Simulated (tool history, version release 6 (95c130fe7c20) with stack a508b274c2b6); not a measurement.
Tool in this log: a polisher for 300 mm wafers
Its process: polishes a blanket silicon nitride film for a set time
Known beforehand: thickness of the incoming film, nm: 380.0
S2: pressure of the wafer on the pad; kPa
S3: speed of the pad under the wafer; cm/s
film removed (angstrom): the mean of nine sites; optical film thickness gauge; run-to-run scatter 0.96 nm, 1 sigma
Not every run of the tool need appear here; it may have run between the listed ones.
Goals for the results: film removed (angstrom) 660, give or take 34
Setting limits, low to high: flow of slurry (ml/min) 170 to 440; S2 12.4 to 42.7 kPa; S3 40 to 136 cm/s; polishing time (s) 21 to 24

{"run": 1, "hour": 0.0, "flow of slurry (ml/min)": 280, "S2": 27.6, "S3": 88, "polishing time (s)": 24, "film removed (angstrom)": 440.85}
{"run": 2, "hour": 6.5, "flow of slurry (ml/min)": 280, "S2": 27.6, "S3": 88, "polishing time (s)": 21, "film removed (angstrom)": 385.27}
{"run": 3, "hour": 13.8, "flow of slurry (ml/min)": 280, "S2": 31.7, "S3": 90, "polishing time (s)": 21, "film removed (angstrom)": 449.21}
{"run": 4, "hour": 19.3, "flow of slurry (ml/min)": 280, "S2": 36.5, "S3": 90, "polishing time (s)": 21, "film removed (angstrom)": 515.44}
{"run": 5, "hour": 24.8, "flow of slurry (ml/min)": 335, "S2": 36.5, "S3": 90, "polishing time (s)": 21, "film removed (angstrom)": 521.84}
{"run": 6, "hour": 32.0, "flow of slurry (ml/min)": 335, "S2": 40.7, "S3": 90, "polishing time (s)": 21, "film removed (angstrom)": 591.52}
{"run": 7, "hour": 40.8, "flow of slurry (ml/min)": 335, "S2": 41.4, "S3": 92, "polishing time (s)": 21, "film removed (angstrom)": 607.23}
{"run": 8, "hour": 48.8, "flow of slurry (ml/min)": 335, "S2": 42.1, "S3": 94, "polishing time (s)": 21, "film removed (angstrom)": 617.06}

Exactly one of the 4 candidate moves below puts every result within its allowed miss. Which one?
{"run": "A", "hour": 56.8, "flow of slurry (ml/min)": 285, "S2": 39.3, "S3": 92, "polishing time (s)": 21, "film removed (angstrom)": "?"}
{"run": "B", "hour": 56.8, "flow of slurry (ml/min)": 375, "S2": 42.7, "S3": 90, "polishing time (s)": 22, "film removed (angstrom)": "?"}
{"run": "C", "hour": 56.8, "flow of slurry (ml/min)": 280, "S2": 36.5, "S3": 100, "polishing time (s)": 21, "film removed (angstrom)": "?"}
{"run": "D", "hour": 56.8, "flow of slurry (ml/min)": 435, "S2": 40.7, "S3": 90, "polishing time (s)": 21, "film removed (angstrom)": "?"}

move=A film_removed_(angstrom)=582.33
move=B film_removed_(angstrom)=661.2
move=C film_removed_(angstrom)=579.13
move=D film_removed_(angstrom)=605.99
A: lands further from the targets than the last run did
B: meets every target
C: lands further from the targets than the last run did
D: lands further from the targets than the last run did
B is the move that brings every result within its allowed miss.
